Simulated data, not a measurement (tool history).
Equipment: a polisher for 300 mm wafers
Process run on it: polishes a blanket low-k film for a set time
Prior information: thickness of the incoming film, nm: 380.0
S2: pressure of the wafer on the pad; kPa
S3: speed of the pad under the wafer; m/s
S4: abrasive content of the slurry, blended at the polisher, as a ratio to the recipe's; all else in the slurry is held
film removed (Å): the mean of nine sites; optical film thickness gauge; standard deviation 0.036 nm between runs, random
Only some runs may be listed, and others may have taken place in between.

Run 1, hour 0.0: flow of slurry (ml/min) 245, S2 11.7 kPa, S3 1.04 m/s, S4 1.0, polishing time (s) 28. Result: film removed (Å) 93.311.
Run 2, hour 1.5: flow of slurry (ml/min) 240, S2 10.3 kPa, S3 1.04 m/s, S4 1.0, polishing time (s) 28. Result: film removed (Å) 87.143.
Run 3, hour 5.6: flow of slurry (ml/min) 240, S2 9.0 kPa, S3 1.00 m/s, S4 1.0, polishing time (s) 28. Result: film removed (Å) 77.194.
Run 4, hour 12.7: flow of slurry (ml/min) 240, S2 8.3 kPa, S3 0.98 m/s, S4 1.0, polishing time (s) 28. Result: film removed (Å) 72.958.
Run 5, hour 13.4: flow of slurry (ml/min) 240, S2 7.6 kPa, S3 0.96 m/s, S4 1.0, polishing time (s) 28. Result: film removed (Å) 68.559.
Run 6, hour 22.3: flow of slurry (ml/min) 240, S2 6.9 kPa, S3 0.96 m/s, S4 1.0, polishing time (s) 28. Result: film removed (Å) 64.675.

For run 7, what comes out?
Run 7, hour 28.6: flow of slurry (ml/min) 235, S2 6.2 kPa, S3 0.96 m/s, S4 1.0, polishing time (s) 28. Result: film removed (Å) ?.

film removed (Å): 62.683
